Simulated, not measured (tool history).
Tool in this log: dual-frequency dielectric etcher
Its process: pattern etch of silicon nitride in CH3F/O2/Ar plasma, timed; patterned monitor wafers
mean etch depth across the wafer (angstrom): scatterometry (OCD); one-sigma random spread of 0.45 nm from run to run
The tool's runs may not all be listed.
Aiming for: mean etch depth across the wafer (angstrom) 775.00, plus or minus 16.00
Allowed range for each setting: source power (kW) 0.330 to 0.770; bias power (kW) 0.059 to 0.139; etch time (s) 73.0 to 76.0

run,hour,source power (kW),bias power (kW),etch time (s),mean etch depth across the wafer (angstrom)
1,0.0,0.550,0.099,73.0,648.69
2,1.9,0.550,0.089,73.0,605.57
3,7.3,0.570,0.092,73.0,632.58
4,12.5,0.570,0.092,73.0,632.37
# hour 14.2: bias power generator calibrated
5,14.2,0.610,0.092,73.0,629.06
6,15.6,0.610,0.092,76.0,662.29
7,16.6,0.620,0.096,76.0,678.88
8,22.3,0.630,0.099,76.0,697.83
9,24.9,0.740,0.103,76.0,755.27

Exercise: of the 5 proposed moves below, exactly one satisfies all targets within the stated allowed misses. Which move is it?
A,27.5,0.770,0.124,73.5,?
B,27.5,0.770,0.107,75.0,?
C,27.5,0.770,0.088,76.0,?
D,27.5,0.770,0.094,76.0,?
E,27.5,0.770,0.115,75.5,?

move,mean etch depth across the wafer (angstrom)
A,826.43
B,778.81
C,707.05
D,734.26
E,815.35
A: carries the result that was furthest off beyond its target, to the other side
B: every result lands within tolerance
C: misses by more than the last run did
D: misses by more than the last run did
E: carries the result that was furthest off beyond its target, to the other side
B is the move that brings every result within its allowed miss.
